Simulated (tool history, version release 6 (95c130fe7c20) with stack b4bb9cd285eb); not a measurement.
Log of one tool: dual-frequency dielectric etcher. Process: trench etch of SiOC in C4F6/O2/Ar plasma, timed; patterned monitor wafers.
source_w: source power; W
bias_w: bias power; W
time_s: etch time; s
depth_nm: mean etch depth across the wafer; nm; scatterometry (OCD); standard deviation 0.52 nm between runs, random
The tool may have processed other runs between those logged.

| run | hour | source_w | bias_w | time_s | depth_nm |
|---|---|---|---|---|---|
| 1 | 0 | 370 | 227 | 32 | 71.641 |
| 2 | 1.7 | 330 | 227 | 32 | 67.449 |
| 3 | 5.5 | 300 | 227 | 32 | 63.915 |
| 4 | 7.1 | 300 | 227 | 33 | 66.132 |
| 5 | 12.7 | 250 | 227 | 33 | 59.019 |
| 6 | 15.1 | 250 | 191 | 33 | 56.042 |
| 7 | 21.3 | 300 | 195 | 33 | 63.536 |
| 8 | 30.2 | 330 | 198 | 33 | 66.734 |
| 9 | 34.1 | 360 | 200 | 33 | 69.946 |
| 10 | 42.8 | 390 | 202 | 33 | 73.147 |
| 11 | 43.5 | 390 | 202 | 33 | 72.557 |

What will run 12 give?
| 12 | 46.2 | 410 | 204 | 33 | ? |

Run 12 measured depth_nm 74.965 nm.

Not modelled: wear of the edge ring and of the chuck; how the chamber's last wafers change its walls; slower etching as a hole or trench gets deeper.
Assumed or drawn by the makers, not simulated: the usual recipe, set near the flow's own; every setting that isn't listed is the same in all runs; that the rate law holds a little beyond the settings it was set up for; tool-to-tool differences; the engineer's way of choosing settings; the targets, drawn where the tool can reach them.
